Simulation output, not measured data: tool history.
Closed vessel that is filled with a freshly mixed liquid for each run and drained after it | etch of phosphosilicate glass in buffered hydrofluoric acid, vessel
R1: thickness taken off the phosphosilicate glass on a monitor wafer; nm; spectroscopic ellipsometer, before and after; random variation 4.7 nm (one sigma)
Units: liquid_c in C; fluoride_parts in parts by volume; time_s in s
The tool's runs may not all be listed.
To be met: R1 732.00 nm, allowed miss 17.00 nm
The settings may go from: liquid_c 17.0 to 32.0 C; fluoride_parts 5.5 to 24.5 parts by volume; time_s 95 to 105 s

Run 1, hour 0.0: liquid_c 24.0 C, fluoride_parts 15.0 parts by volume, time_s 95 s. Result: R1 471.38 nm.
Run 2, hour 2.1: liquid_c 21.0 C, fluoride_parts 15.0 parts by volume, time_s 95 s. Result: R1 403.43 nm.
Run 3, hour 7.5: liquid_c 21.0 C, fluoride_parts 15.0 parts by volume, time_s 105 s. Result: R1 442.65 nm.
Run 4, hour 13.9: liquid_c 23.0 C, fluoride_parts 15.0 parts by volume, time_s 105 s. Result: R1 499.73 nm.
Run 5, hour 17.4: liquid_c 23.0 C, fluoride_parts 15.0 parts by volume, time_s 95 s. Result: R1 453.87 nm.
Run 6, hour 23.4: liquid_c 24.0 C, fluoride_parts 15.0 parts by volume, time_s 95 s. Result: R1 475.20 nm.
Run 7, hour 25.1: liquid_c 25.0 C, fluoride_parts 15.0 parts by volume, time_s 95 s. Result: R1 500.55 nm.
Run 8, hour 28.4: liquid_c 26.0 C, fluoride_parts 15.0 parts by volume, time_s 95 s. Result: R1 525.81 nm.
Run 9, hour 33.8: liquid_c 27.0 C, fluoride_parts 15.0 parts by volume, time_s 95 s. Result: R1 555.42 nm.
Run 10, hour 38.5: liquid_c 27.5 C, fluoride_parts 15.0 parts by volume, time_s 95 s. Result: R1 571.76 nm.
Run 11, hour 43.0: liquid_c 28.0 C, fluoride_parts 15.0 parts by volume, time_s 95 s. Result: R1 589.98 nm.
Run 12, hour 48.0: liquid_c 28.5 C, fluoride_parts 15.0 parts by volume, time_s 95 s. Result: R1 600.37 nm.
Run 13, hour 55.2: liquid_c 29.0 C, fluoride_parts 15.0 parts by volume, time_s 95 s. Result: R1 616.79 nm.
Run 14, hour 62.3: liquid_c 29.5 C, fluoride_parts 15.0 parts by volume, time_s 95 s. Result: R1 636.72 nm.
Run 15, hour 64.0: liquid_c 30.0 C, fluoride_parts 15.0 parts by volume, time_s 95 s. Result: R1 657.42 nm.
Run 16, hour 71.8: liquid_c 30.5 C, fluoride_parts 15.0 parts by volume, time_s 95 s. Result: R1 668.29 nm.
Run 17, hour 77.0: liquid_c 31.5 C, fluoride_parts 15.0 parts by volume, time_s 95 s. Result: R1 706.41 nm.

Which of these 4 next moves meets every target?
Run A, hour 82.2: liquid_c 32.0 C, fluoride_parts 16.5 parts by volume, time_s 105 s. Result: R1 ?.
Run B, hour 82.2: liquid_c 32.0 C, fluoride_parts 15.5 parts by volume, time_s 95 s. Result: R1 ?.
Run C, hour 82.2: liquid_c 31.5 C, fluoride_parts 17.0 parts by volume, time_s 105 s. Result: R1 ?.
Run D, hour 82.2: liquid_c 32.0 C, fluoride_parts 16.5 parts by volume, time_s 100 s. Result: R1 ?.

move      R1
   A  737.49
   B  709.41
   C  697.80
   D  702.37
A: meets every target
B: nearer than the last run, and not there yet
C: further off than the last run
D: further off than the last run
Move A is the one to make.
